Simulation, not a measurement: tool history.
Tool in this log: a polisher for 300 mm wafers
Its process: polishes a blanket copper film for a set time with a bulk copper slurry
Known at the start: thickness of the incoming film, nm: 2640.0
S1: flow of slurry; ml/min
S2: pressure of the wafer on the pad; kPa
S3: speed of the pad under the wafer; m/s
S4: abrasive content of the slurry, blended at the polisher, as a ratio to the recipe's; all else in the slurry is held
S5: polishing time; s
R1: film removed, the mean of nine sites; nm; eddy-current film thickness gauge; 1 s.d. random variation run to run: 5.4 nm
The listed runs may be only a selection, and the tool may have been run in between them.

| run | hour | S1 | S2 | S3 | S4 | S5 | R1 |
|---|---|---|---|---|---|---|---|
| 1 | 0.0 | 250 | 20.0 | 0.92 | 1.0 | 45 | 387.10 |
| 2 | 2.2 | 250 | 15.2 | 0.92 | 1.0 | 45 | 293.16 |
| 3 | 6.6 | 250 | 11.0 | 0.92 | 1.0 | 45 | 219.41 |
| 4 | 10.4 | 250 | 12.4 | 0.92 | 1.0 | 45 | 245.81 |
| 5 | 15.5 | 250 | 12.4 | 0.92 | 1.1 | 45 | 248.45 |
| 6 | 22.6 | 305 | 12.4 | 0.92 | 1.1 | 45 | 256.99 |
| 7 | 29.3 | 305 | 13.1 | 0.92 | 1.1 | 45 | 270.95 |

Forecast run 8:
|  | 32.4 | worn pad replaced by a new one |
| 8 | 32.4 | 305 | 13.1 | 0.92 | 1.1 | 45 | ? |

{"run 8": {"R1": 310.12}}
